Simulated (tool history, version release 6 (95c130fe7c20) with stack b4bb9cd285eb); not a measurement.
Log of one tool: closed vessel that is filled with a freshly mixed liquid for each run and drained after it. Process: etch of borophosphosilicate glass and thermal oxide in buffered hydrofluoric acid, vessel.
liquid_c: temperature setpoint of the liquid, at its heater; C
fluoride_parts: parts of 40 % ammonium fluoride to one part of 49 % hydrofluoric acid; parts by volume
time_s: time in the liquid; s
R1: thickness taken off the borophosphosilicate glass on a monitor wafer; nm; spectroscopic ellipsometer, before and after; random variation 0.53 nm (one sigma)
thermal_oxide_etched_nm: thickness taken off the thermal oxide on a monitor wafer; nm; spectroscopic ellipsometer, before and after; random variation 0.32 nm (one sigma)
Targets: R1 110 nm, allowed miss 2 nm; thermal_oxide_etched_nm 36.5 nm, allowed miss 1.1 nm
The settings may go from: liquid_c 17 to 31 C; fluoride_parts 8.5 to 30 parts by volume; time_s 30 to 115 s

{"run": 1, "hour": 0.0, "liquid_c": 23, "fluoride_parts": 23, "time_s": 60, "R1": 77.626, "thermal_oxide_etched_nm": 26.518}
{"run": 2, "hour": 0.5, "liquid_c": 25, "fluoride_parts": 23, "time_s": 60, "R1": 87.159, "thermal_oxide_etched_nm": 29.115}
{"run": 3, "hour": 7.5, "liquid_c": 26, "fluoride_parts": 22.5, "time_s": 60, "R1": 93.253, "thermal_oxide_etched_nm": 31.078}
{"run": 4, "hour": 9.3, "liquid_c": 27, "fluoride_parts": 22.5, "time_s": 60, "R1": 98.742, "thermal_oxide_etched_nm": 32.627}
{"run": 5, "hour": 15.8, "liquid_c": 27, "fluoride_parts": 22.5, "time_s": 70, "R1": 114.15, "thermal_oxide_etched_nm": 38.12}
{"run": 6, "hour": 22.8, "liquid_c": 27, "fluoride_parts": 27.5, "time_s": 70, "R1": 100.05, "thermal_oxide_etched_nm": 33.416}
{"run": 7, "hour": 29.7, "liquid_c": 27.5, "fluoride_parts": 27.5, "time_s": 70, "R1": 102.6, "thermal_oxide_etched_nm": 34.378}
{"run": 8, "hour": 35.6, "liquid_c": 28, "fluoride_parts": 27.5, "time_s": 70, "R1": 105.17, "thermal_oxide_etched_nm": 35.218}

Which of these 4 next moves meets every target?
{"run": "A", "hour": 41.5, "liquid_c": 28.5, "fluoride_parts": 27.5, "time_s": 65, "R1": "?", "thermal_oxide_etched_nm": "?"}
{"run": "B", "hour": 41.5, "liquid_c": 26.5, "fluoride_parts": 30, "time_s": 80, "R1": "?", "thermal_oxide_etched_nm": "?"}
{"run": "C", "hour": 41.5, "liquid_c": 29.5, "fluoride_parts": 27.5, "time_s": 60, "R1": "?", "thermal_oxide_etched_nm": "?"}
{"run": "D", "hour": 41.5, "liquid_c": 28.5, "fluoride_parts": 24, "time_s": 65, "R1": "?", "thermal_oxide_etched_nm": "?"}

move=A R1=100.67 thermal_oxide_etched_nm=33.375
move=B R1=102.61 thermal_oxide_etched_nm=33.994
move=C R1=97.995 thermal_oxide_etched_nm=32.501
move=D R1=110.51 thermal_oxide_etched_nm=36.628
A: further off than the last run
B: further off than the last run
C: further off than the last run
D: meets every target
The right move is D.
